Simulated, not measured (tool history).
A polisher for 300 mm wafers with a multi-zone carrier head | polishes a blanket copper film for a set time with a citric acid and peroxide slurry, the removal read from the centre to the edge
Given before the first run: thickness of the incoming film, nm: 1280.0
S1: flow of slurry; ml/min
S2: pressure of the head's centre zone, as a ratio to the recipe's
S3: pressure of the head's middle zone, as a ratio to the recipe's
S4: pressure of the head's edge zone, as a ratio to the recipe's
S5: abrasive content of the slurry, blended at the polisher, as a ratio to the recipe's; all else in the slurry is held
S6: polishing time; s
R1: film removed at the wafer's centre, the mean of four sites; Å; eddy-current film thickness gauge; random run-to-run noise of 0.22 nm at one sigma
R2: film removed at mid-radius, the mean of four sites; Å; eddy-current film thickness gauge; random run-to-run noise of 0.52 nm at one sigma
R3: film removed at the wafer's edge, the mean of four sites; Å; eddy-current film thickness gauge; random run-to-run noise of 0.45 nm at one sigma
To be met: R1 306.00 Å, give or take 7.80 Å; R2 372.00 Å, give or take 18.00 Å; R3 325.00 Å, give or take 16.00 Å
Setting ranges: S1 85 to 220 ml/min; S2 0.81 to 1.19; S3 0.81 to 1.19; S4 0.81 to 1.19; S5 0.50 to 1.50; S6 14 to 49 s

run 1 hour=0.0 | S1=140 S2=1.00 S3=1.00 S4=1.00 S5=1.00 S6=31 | R1=684.97 R2=708.22 R3=682.89
run 2 hour=4.4 | S1=135 S2=0.97 S3=1.01 S4=0.96 S5=0.85 S6=26 | R1=527.79 R2=545.07 R3=520.19
run 3 hour=10.2 | S1=135 S2=0.94 S3=1.01 S4=0.96 S5=0.85 S6=26 | R1=509.80 R2=564.23 R3=528.34
run 4 hour=14.9 | S1=125 S2=0.91 S3=1.02 S4=0.92 S5=0.75 S6=24 | R1=433.33 R2=486.87 R3=473.76
run 5 hour=16.3 | S1=125 S2=0.91 S3=1.02 S4=0.95 S5=0.75 S6=24 | R1=435.50 R2=497.18 R3=486.45
run 6 hour=19.9 | S1=125 S2=0.91 S3=1.08 S4=0.95 S5=0.75 S6=24 | R1=435.53 R2=516.31 R3=473.77
run 7 hour=21.1 | S1=105 S2=0.89 S3=1.09 S4=0.85 S5=0.50 S6=15 | R1=229.35 R2=279.59 R3=250.30
run 8 hour=27.3 | S1=135 S2=0.89 S3=1.09 S4=0.88 S5=0.50 S6=15 | R1=243.87 R2=297.67 R3=259.96
run 9 hour=30.8 | S1=145 S2=0.90 S3=1.10 S4=0.94 S5=0.50 S6=15 | R1=253.29 R2=317.39 R3=277.97
run 10 hour=31.9 | S1=155 S2=0.92 S3=1.10 S4=0.98 S5=0.50 S6=15 | R1=265.50 R2=314.86 R3=280.10
run 11 hour=32.7 | S1=165 S2=0.92 S3=1.12 S4=1.02 S5=0.55 S6=15 | R1=274.57 R2=331.35 R3=297.10
run 12 hour=39.0 | S1=170 S2=0.93 S3=1.14 S4=1.04 S5=0.60 S6=15 | R1=284.83 R2=340.47 R3=307.21
run 13 hour=39.7 | S1=175 S2=0.93 S3=1.15 S4=1.04 S5=0.65 S6=15 | R1=290.32 R2=348.78 R3=316.09
run 14 hour=48.6 | S1=175 S2=0.93 S3=1.16 S4=1.03 S5=0.65 S6=15 | R1=290.99 R2=357.30 R3=314.31

Below are 5 possible settings for the next run. Only one of them brings all results inside the allowed miss of their targets. Which is it?
run A hour=57.5 | S1=145 S2=0.85 S3=1.13 S4=1.10 S5=0.60 S6=17 | R1=? R2=? R3=?
run B hour=57.5 | S1=200 S2=0.92 S3=1.13 S4=1.01 S5=0.55 S6=16 | R1=? R2=? R3=?
run C hour=57.5 | S1=160 S2=0.84 S3=1.07 S4=1.15 S5=0.85 S6=15 | R1=? R2=? R3=?
run D hour=57.5 | S1=130 S2=0.87 S3=1.15 S4=1.02 S5=0.80 S6=16 | R1=? R2=? R3=?
run E hour=57.5 | S1=190 S2=0.92 S3=1.16 S4=1.05 S5=0.50 S6=15 | R1=? R2=? R3=?

move=A R1=282.87 R2=363.55 R3=348.41
move=B R1=301.50 R2=355.16 R3=321.52
move=C R1=273.35 R2=338.59 R3=346.02
move=D R1=283.30 R2=362.21 R3=331.89
move=E R1=274.10 R2=330.47 R3=298.51
A: the biggest miss grows against the last run
B: every result lands within tolerance
C: the biggest miss grows against the last run
D: the biggest miss grows against the last run
E: the biggest miss grows against the last run
The right move is B.
